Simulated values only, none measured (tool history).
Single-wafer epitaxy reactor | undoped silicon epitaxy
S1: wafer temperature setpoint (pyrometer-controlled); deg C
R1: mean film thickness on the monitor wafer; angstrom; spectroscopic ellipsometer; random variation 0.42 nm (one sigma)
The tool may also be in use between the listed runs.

Run 1, hour 0.0: S1 670 deg C, deposition time (s) 309. Result: R1 776.37 angstrom.
Run 2, hour 2.0: S1 671 deg C, deposition time (s) 309. Result: R1 788.22 angstrom.
Run 3, hour 4.5: S1 671 deg C, deposition time (s) 265. Result: R1 677.27 angstrom.
Run 4, hour 10.5: S1 673 deg C, deposition time (s) 265. Result: R1 707.84 angstrom.
Run 5, hour 12.0: S1 673 deg C, deposition time (s) 237. Result: R1 635.22 angstrom.
Run 6, hour 19.4: S1 675 deg C, deposition time (s) 237. Result: R1 662.83 angstrom.
Run 7, hour 26.4: S1 677 deg C, deposition time (s) 237. Result: R1 691.41 angstrom.
Run 8, hour 35.4: S1 679 deg C, deposition time (s) 237. Result: R1 718.87 angstrom.

Forecast run 9:
Run 9, hour 37.5: S1 681 deg C, deposition time (s) 237. Result: R1 ?.

{"run 9": {"R1": 747.8}}
